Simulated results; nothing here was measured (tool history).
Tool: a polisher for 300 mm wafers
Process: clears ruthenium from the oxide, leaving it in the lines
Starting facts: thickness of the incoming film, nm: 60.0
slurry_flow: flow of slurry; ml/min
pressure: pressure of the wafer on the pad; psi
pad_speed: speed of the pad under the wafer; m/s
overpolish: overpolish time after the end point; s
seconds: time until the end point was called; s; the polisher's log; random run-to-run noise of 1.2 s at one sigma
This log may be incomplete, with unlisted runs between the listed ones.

run	hour	slurry_flow	pressure	pad_speed	overpolish	seconds
1	0.0	175	1.4	0.78	29	114.500
2	2.1	175	1.7	0.78	29	104.760
3	10.8	175	1.7	0.92	29	88.070
4	16.9	175	1.7	0.74	29	113.680
5	25.7	175	1.5	0.74	29	120.010
6	28.9	175	1.5	0.56	29	157.200
7	32.4	175	1.6	0.62	29	136.200
8	35.5	175	1.6	0.62	29	139.090
9	38.9	175	1.7	0.66	29	123.620
10	42.2	175	1.7	0.66	29	123.860
11	45.1	175	1.8	0.70	29	112.060
12	53.2	175	1.9	0.72	29	105.090
13	54.2	175	1.9	0.74	29	102.050
14	54.7	175	1.9	0.76	29	102.330
15	61.2	175	1.9	0.78	29	97.012
16	64.8	175	1.9	0.80	29	96.703
17	67.9	175	1.9	0.82	29	92.176
18	72.0	175	1.9	0.82	29	95.071
19	72.9	175	1.9	0.84	29	90.046
20	79.7	175	1.9	0.86	29	88.180

The next listed run, before its measurement:
21	87.5	175	2.1	0.90	29	?

Run 21 produced seconds 78.946 s.

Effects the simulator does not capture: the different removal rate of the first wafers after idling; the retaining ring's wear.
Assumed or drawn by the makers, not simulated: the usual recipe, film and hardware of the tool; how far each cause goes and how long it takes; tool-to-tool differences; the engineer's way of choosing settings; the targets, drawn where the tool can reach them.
